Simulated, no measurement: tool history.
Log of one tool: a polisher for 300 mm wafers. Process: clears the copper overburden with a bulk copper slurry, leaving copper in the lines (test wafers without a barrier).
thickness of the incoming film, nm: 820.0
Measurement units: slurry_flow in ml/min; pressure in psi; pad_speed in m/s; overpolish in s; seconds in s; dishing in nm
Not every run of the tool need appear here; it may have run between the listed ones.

run  hour  slurry_flow  pressure  pad_speed  slurry_solids  overpolish  seconds  dishing
  1   0.0          160       3.1       1.38            1.0          11   77.692   37.690
  2   8.7          160       2.8       1.36            1.0          12   84.822   38.041
  3  17.3          160       2.5       1.32            1.0          13   97.703   36.690
  4  24.3          160       1.7       1.32            1.0          13  139.100   31.015
  5  26.3          160       2.2       1.32            1.0          13  108.390   34.662
  6  27.5          160       2.2       1.06            1.0          13  135.910   31.707
  7  28.8          155       2.1       1.06            1.0          14  145.110   31.934
  8  34.2          155       2.1       1.06            1.0          14  144.550   31.457
  9  39.6          155       2.1       1.06            1.0          15  142.520   32.960
 10  47.5          145       1.9       1.04            1.0          19  162.110   33.735

Run 11 has not been measured yet. What should we expect?
 11  54.6          145       1.9       1.04            1.0          19        ?        ?

seconds: 165.290 s
dishing: 34.517 nm

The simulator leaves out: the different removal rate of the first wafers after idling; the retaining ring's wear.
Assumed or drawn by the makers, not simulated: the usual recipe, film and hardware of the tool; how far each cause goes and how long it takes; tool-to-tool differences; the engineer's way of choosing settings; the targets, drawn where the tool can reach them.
